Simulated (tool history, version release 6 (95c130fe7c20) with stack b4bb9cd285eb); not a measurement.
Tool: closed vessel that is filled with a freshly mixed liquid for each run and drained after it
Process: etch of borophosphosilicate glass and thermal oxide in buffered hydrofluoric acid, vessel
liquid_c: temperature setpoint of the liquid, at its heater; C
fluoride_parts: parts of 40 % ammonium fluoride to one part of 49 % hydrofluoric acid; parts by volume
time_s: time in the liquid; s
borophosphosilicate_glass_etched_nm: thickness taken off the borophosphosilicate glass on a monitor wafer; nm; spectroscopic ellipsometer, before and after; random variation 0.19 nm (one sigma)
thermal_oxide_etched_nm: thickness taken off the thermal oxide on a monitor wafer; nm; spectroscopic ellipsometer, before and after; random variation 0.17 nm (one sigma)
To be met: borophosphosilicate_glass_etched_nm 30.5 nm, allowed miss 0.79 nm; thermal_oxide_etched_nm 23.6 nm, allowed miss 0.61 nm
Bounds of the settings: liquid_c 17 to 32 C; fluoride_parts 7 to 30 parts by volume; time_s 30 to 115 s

run    day  liquid_c  fluoride_parts  time_s  borophosphosilicate_glass_etched_nm  thermal_oxide_etched_nm
  1      0        24              19      60                               49.546                   38.592
  2  0.104        22            19.5      60                               43.785                   33.698
  3    0.3        24            19.5      60                               48.186                   37.963
  4  0.525      22.5            20.5      60                               42.996                    33.66
  5  0.896      22.5            20.5      80                               57.474                   44.198
  6    1.2      25.5            20.5      80                               67.313                   52.664
  7  1.408      23.5            22.5      80                               56.493                   44.035
  8  1.642      23.5            22.5      80                               56.718                   43.647
  9   1.95        22            24.5      80                               49.459                   38.607
 10  2.033      20.5              26      80                               43.757                   33.554
 11  2.133      19.5              27      80                               40.304                   31.424
 12  2.338        19              28      80                                38.19                   29.637
 13  2.408      18.5            28.5      80                               36.531                   28.216
 14  2.617        18              29      80                               35.119                   26.955
 15      3        18            29.5      80                               34.384                   27.111

Which of these 4 next moves meets every target?
  A  3.383        18            24.5      65                                    ?                        ?
  B  3.383        18            29.5      70                                    ?                        ?
  C  3.383        17              20      60                                    ?                        ?
  D  3.383        17            27.5      75                                    ?                        ?

move  borophosphosilicate_glass_etched_nm  thermal_oxide_etched_nm
   A                               31.915                    24.88
   B                               30.206                    23.56
   C                               32.058                   24.958
   D                               32.114                   25.027
A: nearer than the last run, and not there yet
B: meets every target
C: nearer than the last run, and not there yet
D: nearer than the last run, and not there yet
Answer: B

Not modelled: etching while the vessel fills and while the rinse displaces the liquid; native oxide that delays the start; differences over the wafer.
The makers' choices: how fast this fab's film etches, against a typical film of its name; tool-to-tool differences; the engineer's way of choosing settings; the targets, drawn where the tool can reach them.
